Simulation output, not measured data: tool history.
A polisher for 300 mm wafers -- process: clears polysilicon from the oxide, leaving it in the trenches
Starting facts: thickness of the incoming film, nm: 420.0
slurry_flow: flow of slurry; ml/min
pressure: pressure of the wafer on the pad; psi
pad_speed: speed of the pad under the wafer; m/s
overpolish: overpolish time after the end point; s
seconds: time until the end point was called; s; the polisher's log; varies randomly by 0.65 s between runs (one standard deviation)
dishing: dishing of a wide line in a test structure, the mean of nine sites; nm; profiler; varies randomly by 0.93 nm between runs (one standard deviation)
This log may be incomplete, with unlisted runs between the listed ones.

| run | hour | slurry_flow | pressure | pad_speed | overpolish | seconds | dishing |
|---|---|---|---|---|---|---|---|
| 1 | 0 | 230 | 1.9 | 1.16 | 14 | 38.081 | 42.811 |
| 2 | 6.1 | 285 | 1.9 | 1.16 | 14 | 36.789 | 43.53 |
| 3 | 12.4 | 285 | 1.9 | 1.16 | 9 | 37.244 | 39.166 |
| 4 | 19.7 | 285 | 1.9 | 1.16 | 7 | 36.78 | 36.521 |
| 5 | 28.2 | 285 | 1.8 | 1.16 | 8 | 39.192 | 39.695 |
| 6 | 34 | 285 | 1.5 | 1.16 | 8 | 45.573 | 38.325 |

Predict the results of run 7:
| 7 | 36.7 | 285 | 1.4 | 1.16 | 9 | ? | ? |

seconds: 50.182 s
dishing: 37.345 nm

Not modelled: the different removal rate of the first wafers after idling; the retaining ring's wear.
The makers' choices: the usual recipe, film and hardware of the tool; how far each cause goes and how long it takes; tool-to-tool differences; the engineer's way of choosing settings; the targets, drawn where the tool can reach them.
